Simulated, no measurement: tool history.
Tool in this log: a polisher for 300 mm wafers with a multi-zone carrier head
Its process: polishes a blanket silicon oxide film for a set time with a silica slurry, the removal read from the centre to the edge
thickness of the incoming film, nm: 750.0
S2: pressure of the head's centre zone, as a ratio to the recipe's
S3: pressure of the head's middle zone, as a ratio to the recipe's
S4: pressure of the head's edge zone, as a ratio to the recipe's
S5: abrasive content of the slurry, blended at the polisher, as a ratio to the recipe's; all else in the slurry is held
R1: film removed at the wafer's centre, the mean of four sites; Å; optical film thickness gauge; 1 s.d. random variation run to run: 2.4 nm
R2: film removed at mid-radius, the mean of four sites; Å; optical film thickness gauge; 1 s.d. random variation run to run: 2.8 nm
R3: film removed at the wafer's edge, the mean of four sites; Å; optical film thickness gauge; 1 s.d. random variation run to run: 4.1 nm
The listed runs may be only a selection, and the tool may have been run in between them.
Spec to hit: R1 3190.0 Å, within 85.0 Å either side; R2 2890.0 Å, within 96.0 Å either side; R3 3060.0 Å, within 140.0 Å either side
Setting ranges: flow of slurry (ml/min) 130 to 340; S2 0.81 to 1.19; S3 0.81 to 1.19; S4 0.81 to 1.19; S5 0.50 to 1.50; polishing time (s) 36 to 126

run 1 hour=0.0 | flow_of_slurry_(ml/min)=220 S2=1.00 S3=1.00 S4=1.00 S5=1.00 polishing_time_(s)=81 | R1=2393.7 R2=2386.0 R3=2344.6
run 2 hour=7.9 | flow_of_slurry_(ml/min)=225 S2=1.03 S3=1.00 S4=1.05 S5=1.10 polishing_time_(s)=81 | R1=2586.7 R2=2502.3 R3=2415.7
run 3 hour=15.5 | flow_of_slurry_(ml/min)=225 S2=1.03 S3=1.00 S4=1.05 S5=1.10 polishing_time_(s)=91 | R1=2919.5 R2=2773.7 R3=2815.3
run 4 hour=23.3 | flow_of_slurry_(ml/min)=225 S2=0.97 S3=1.00 S4=1.05 S5=1.10 polishing_time_(s)=91 | R1=2766.3 R2=2798.1 R3=2803.3
run 5 hour=25.6 | flow_of_slurry_(ml/min)=225 S2=0.97 S3=1.00 S4=0.98 S5=1.10 polishing_time_(s)=91 | R1=2773.5 R2=2757.0 R3=2744.1
run 6 hour=32.9 | flow_of_slurry_(ml/min)=225 S2=0.97 S3=1.00 S4=0.98 S5=1.10 polishing_time_(s)=80 | R1=2407.4 R2=2436.0 R3=2397.0
run 7 hour=36.9 | flow_of_slurry_(ml/min)=225 S2=0.97 S3=1.00 S4=0.98 S5=1.10 polishing_time_(s)=80 | R1=2398.9 R2=2436.7 R3=2360.3
run 8 hour=39.8 | flow_of_slurry_(ml/min)=210 S2=0.98 S3=0.98 S4=1.01 S5=1.20 polishing_time_(s)=82 | R1=2551.2 R2=2524.3 R3=2591.9
run 9 hour=46.2 | flow_of_slurry_(ml/min)=210 S2=1.00 S3=0.98 S4=1.02 S5=1.30 polishing_time_(s)=83 | R1=2725.5 R2=2612.7 R3=2694.6
run 10 hour=49.5 | flow_of_slurry_(ml/min)=220 S2=1.01 S3=0.98 S4=1.04 S5=1.35 polishing_time_(s)=84 | R1=2838.0 R2=2707.7 R3=2797.5
run 11 hour=52.9 | flow_of_slurry_(ml/min)=220 S2=1.02 S3=0.98 S4=1.05 S5=1.40 polishing_time_(s)=85 | R1=2943.5 R2=2775.8 R3=2790.7
run 12 hour=54.0 | flow_of_slurry_(ml/min)=215 S2=1.02 S3=0.97 S4=1.05 S5=1.45 polishing_time_(s)=86 | R1=3014.3 R2=2807.7 R3=2944.5
run 13 hour=57.5 | flow_of_slurry_(ml/min)=220 S2=1.03 S3=0.97 S4=1.06 S5=1.45 polishing_time_(s)=86 | R1=3063.7 R2=2799.4 R3=2968.7
run 14 hour=65.8 | flow_of_slurry_(ml/min)=225 S2=1.03 S3=0.97 S4=1.07 S5=1.45 polishing_time_(s)=86 | R1=3044.5 R2=2844.3 R3=2994.5
run 15 hour=70.7 | flow_of_slurry_(ml/min)=230 S2=1.04 S3=0.97 S4=1.07 S5=1.45 polishing_time_(s)=86 | R1=3102.5 R2=2839.0 R3=3000.3

Next run, 4 choices. One meets every target within its allowed miss, the rest don't. Which?
run A hour=75.6 | flow_of_slurry_(ml/min)=215 S2=1.05 S3=0.86 S4=1.11 S5=1.40 polishing_time_(s)=89 | R1=? R2=? R3=?
run B hour=75.6 | flow_of_slurry_(ml/min)=255 S2=1.03 S3=0.95 S4=1.05 S5=1.50 polishing_time_(s)=87 | R1=? R2=? R3=?
run C hour=75.6 | flow_of_slurry_(ml/min)=210 S2=1.02 S3=0.98 S4=1.18 S5=1.50 polishing_time_(s)=84 | R1=? R2=? R3=?
run D hour=75.6 | flow_of_slurry_(ml/min)=255 S2=0.90 S3=0.87 S4=1.05 S5=1.45 polishing_time_(s)=94 | R1=? R2=? R3=?

move=A R1=3129.4 R2=2624.4 R3=3054.1
move=B R1=3135.5 R2=2904.8 R3=3013.9
move=C R1=2932.3 R2=2821.5 R3=3031.3
move=D R1=2921.1 R2=2885.4 R3=3222.1
A: meets the target for the result that was furthest off, but another lies outside its allowed miss
B: all results in spec
C: further off than the last run
D: further off than the last run
The move that meets every target is B.
